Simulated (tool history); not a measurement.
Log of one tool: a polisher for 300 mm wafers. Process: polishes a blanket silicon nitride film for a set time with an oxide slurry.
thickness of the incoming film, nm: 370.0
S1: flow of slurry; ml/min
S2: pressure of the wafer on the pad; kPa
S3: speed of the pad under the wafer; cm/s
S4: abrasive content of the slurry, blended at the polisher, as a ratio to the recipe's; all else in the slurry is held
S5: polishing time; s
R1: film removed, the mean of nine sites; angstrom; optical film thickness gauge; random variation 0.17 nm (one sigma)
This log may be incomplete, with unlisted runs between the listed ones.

Run 1, hour 0: S1 165 ml/min, S2 30.3 kPa, S3 96 cm/s, S4 1, S5 41 s. Result: R1 302.38 angstrom.
Run 2, hour 4.1: S1 165 ml/min, S2 26.2 kPa, S3 96 cm/s, S4 1, S5 41 s. Result: R1 274.59 angstrom.
Run 3, hour 10.7: S1 165 ml/min, S2 21.4 kPa, S3 96 cm/s, S4 1, S5 41 s. Result: R1 233.85 angstrom.
Run 4, hour 18.1: S1 165 ml/min, S2 21.4 kPa, S3 96 cm/s, S4 1, S5 41 s. Result: R1 232.94 angstrom.
Run 5, hour 22.9: S1 185 ml/min, S2 21.4 kPa, S3 96 cm/s, S4 1, S5 41 s. Result: R1 237.17 angstrom.
Run 6, hour 26.8: S1 185 ml/min, S2 26.9 kPa, S3 96 cm/s, S4 1, S5 41 s. Result: R1 284.56 angstrom.
Run 7, hour 30: S1 170 ml/min, S2 24.1 kPa, S3 96 cm/s, S4 1, S5 41 s. Result: R1 254.37 angstrom.

The next listed run, before its measurement:
Run 8, hour 33.2: S1 160 ml/min, S2 22.8 kPa, S3 96 cm/s, S4 1, S5 41 s. Result: R1 ?.

R1: 245.19 angstrom

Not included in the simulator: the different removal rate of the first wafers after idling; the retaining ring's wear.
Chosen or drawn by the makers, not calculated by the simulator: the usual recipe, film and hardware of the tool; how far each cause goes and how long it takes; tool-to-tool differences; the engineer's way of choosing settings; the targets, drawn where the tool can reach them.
